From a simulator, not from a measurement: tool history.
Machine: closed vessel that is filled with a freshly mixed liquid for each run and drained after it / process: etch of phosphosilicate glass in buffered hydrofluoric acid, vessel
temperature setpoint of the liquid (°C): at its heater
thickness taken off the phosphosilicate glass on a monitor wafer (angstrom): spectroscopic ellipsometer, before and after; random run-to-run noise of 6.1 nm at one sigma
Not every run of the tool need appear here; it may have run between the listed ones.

run    day  temperature setpoint of the liquid (°C)  parts of 40 % ammonium fluoride to one part of 49 % hydrofluoric acid (parts by volume)  time in the liquid (s)  thickness taken off the phosphosilicate glass on a monitor wafer (angstrom)
  1      0                                       22                                                                                       11                     105                                                                       5475.1
  2   0.25                                       19                                                                                       11                     105                                                                       4644.8
  3  0.546                                       21                                                                                       11                     105                                                                       5253.4
  4  0.838                                     22.5                                                                                       11                     105                                                                         5699
  5  1.029                                     21.5                                                                                       11                     105                                                                       5395.4
  6  1.067                                       23                                                                                       11                     105                                                                       5883.9
  7  1.117                                       24                                                                                       11                     105                                                                       6203.8

What does the tool deliver on the next run?
  8  1.475                                       25                                                                                       11                     105                                                                            ?

thickness taken off the phosphosilicate glass on a monitor wafer (angstrom): 6614.7
